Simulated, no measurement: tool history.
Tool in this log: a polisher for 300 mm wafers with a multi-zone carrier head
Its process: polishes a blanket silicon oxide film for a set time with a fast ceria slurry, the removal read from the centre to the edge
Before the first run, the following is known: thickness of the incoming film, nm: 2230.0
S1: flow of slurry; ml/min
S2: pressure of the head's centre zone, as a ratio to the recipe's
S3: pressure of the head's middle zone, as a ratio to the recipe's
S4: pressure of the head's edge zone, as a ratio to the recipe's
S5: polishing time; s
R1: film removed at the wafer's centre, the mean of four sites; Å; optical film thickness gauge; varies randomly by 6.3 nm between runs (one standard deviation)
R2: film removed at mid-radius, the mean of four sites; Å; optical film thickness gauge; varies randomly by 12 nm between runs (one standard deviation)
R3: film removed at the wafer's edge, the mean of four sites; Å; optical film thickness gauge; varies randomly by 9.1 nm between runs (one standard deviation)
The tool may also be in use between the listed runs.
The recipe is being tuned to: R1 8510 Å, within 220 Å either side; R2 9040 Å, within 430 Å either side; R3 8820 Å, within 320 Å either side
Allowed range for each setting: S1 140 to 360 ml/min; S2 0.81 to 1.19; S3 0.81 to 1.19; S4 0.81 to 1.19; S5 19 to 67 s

run  hour   S1  S2    S3    S4  S5      R1      R2      R3
  1     0  230   1     1     1  43  7557.9  7328.7  7630.8
  2   5.7  230   1     1     1  47    8267    8009  8286.1
  3  10.8  230   1     1  1.04  47  8224.5  8046.7    8452
  4  14.8  235   1  1.02  1.05  47  8408.8  8338.5  8571.5
  5  23.1  240   1  1.03  1.06  47  8371.4    8410  8495.2
  6    30  240   1  1.04  1.07  47  8217.2  8220.3  8591.3
  7  37.2  245   1  1.06  1.06  47  8477.8  8547.8  8401.6
  8  38.7  245   1  1.07  1.07  47  8271.8  8681.3  8511.8

Below are 4 possible settings for the next run. Only one of them brings all results inside the allowed miss of their targets. Which is it?
  A  40.2  250  1.02  1.05   1.1  46   ?   ?   ?
  B  40.2  255     1  1.11  1.08  48   ?   ?   ?
  C  40.2  245  0.98     1  1.04  47   ?   ?   ?
  D  40.2  240     1  0.97  1.17  46   ?   ?   ?

move      R1      R2      R3
   A  8385.9  8308.9  8546.1
   B  8601.3  9111.8  8842.4
   C  8206.9  8130.4  8482.6
   D  8175.3  7736.2  8801.2
A: brings the last run's worst result on target, with another outside its allowed miss
B: meets every target
C: the biggest miss grows against the last run
D: the biggest miss grows against the last run
Go with B: it meets all targets.
